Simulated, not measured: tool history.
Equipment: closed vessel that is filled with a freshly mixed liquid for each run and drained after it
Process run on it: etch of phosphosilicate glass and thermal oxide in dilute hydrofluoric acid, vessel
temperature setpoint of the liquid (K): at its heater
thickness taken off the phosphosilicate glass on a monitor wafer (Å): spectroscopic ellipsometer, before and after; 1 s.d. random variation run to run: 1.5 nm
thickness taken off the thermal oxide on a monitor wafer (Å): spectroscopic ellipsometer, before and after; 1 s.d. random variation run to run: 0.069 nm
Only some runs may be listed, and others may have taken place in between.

run	day	temperature setpoint of the liquid (K)	parts of water to one part of 49 % hydrofluoric acid (parts by volume)	time in the liquid (s)	thickness taken off the phosphosilicate glass on a monitor wafer (Å)	thickness taken off the thermal oxide on a monitor wafer (Å)
1	0.000	297.15	50	60	1921.7	57.973
2	0.162	297.15	40	60	2454.6	73.895
3	0.467	298.65	40	60	2611.2	78.472
4	0.692	298.65	50	60	2056.0	61.719
5	0.746	300.15	45	60	2414.6	72.582
6	0.983	300.15	45	35	1423.8	43.051
7	1.204	304.15	25	50	4417.9	131.800
8	1.496	303.65	25	50	4304.6	131.670
9	1.754	303.15	25	50	4263.2	127.820
10	2.075	302.65	25	50	4144.0	126.240

Run 11, settings as shown, results not yet in. Your forecast:
11	2.225	302.15	25	50	?	?

Logged for run 11: thickness taken off the phosphosilicate glass on a monitor wafer (Å) 4079.9, thickness taken off the thermal oxide on a monitor wafer (Å) 123.890.

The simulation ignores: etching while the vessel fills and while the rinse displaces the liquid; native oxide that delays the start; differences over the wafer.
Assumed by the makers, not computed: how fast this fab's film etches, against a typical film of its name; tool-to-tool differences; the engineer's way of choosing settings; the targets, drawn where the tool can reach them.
